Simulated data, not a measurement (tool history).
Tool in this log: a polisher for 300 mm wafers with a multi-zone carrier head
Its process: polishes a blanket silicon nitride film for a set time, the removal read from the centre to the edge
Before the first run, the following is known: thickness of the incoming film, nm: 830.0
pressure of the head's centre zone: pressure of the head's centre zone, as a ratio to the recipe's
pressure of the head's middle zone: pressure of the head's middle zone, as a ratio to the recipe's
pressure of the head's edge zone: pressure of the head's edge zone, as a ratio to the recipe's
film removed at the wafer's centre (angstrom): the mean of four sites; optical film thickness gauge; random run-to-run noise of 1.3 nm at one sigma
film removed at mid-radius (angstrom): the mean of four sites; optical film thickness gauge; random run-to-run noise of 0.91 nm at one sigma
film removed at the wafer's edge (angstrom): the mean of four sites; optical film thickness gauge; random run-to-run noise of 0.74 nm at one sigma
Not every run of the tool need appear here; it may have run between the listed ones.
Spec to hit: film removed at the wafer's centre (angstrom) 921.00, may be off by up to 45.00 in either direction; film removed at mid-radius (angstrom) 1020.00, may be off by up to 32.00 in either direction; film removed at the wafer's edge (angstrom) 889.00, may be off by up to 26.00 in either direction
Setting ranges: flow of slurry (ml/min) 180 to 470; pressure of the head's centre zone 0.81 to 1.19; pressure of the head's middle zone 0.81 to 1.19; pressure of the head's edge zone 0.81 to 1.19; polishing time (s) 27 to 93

run	hour	flow of slurry (ml/min)	pressure of the head's centre zone	pressure of the head's middle zone	pressure of the head's edge zone	polishing time (s)	film removed at the wafer's centre (angstrom)	film removed at mid-radius (angstrom)	film removed at the wafer's edge (angstrom)
1	0.0	300	1.00	1.00	1.00	59	631.87	628.36	612.48
2	3.8	310	1.01	1.04	1.02	64	688.72	696.66	681.78
3	11.6	310	1.01	1.04	1.02	75	794.64	819.83	789.24
4	19.8	310	1.01	0.97	1.02	75	805.53	781.37	793.65
5	25.5	315	1.02	1.02	1.02	77	847.77	823.48	818.49
6	29.9	320	1.02	1.06	1.01	79	848.66	881.97	838.02
7	36.1	325	1.03	1.09	1.01	80	885.30	911.33	841.28
8	40.2	330	1.03	1.11	1.02	81	893.08	933.17	848.90
9	41.5	330	1.03	1.12	1.02	82	917.32	955.56	860.12
10	46.9	330	1.02	1.13	1.03	83	925.71	995.84	882.17

Which of these 4 next moves meets every target?
A	52.3	420	1.00	1.14	1.00	84	?	?	?
B	52.3	355	1.01	1.10	1.03	82	?	?	?
C	52.3	315	1.09	1.10	1.06	80	?	?	?
D	52.3	335	1.01	1.08	1.02	84	?	?	?

move	film removed at the wafer's centre (angstrom)	film removed at mid-radius (angstrom)	film removed at the wafer's edge (angstrom)
A	926.79	1015.40	889.73
B	898.19	948.87	872.83
C	916.02	915.67	856.69
D	914.92	952.15	886.70
A: each result inside its tolerance
B: further off than the last run
C: further off than the last run
D: further off than the last run
Go with A: it meets all targets.
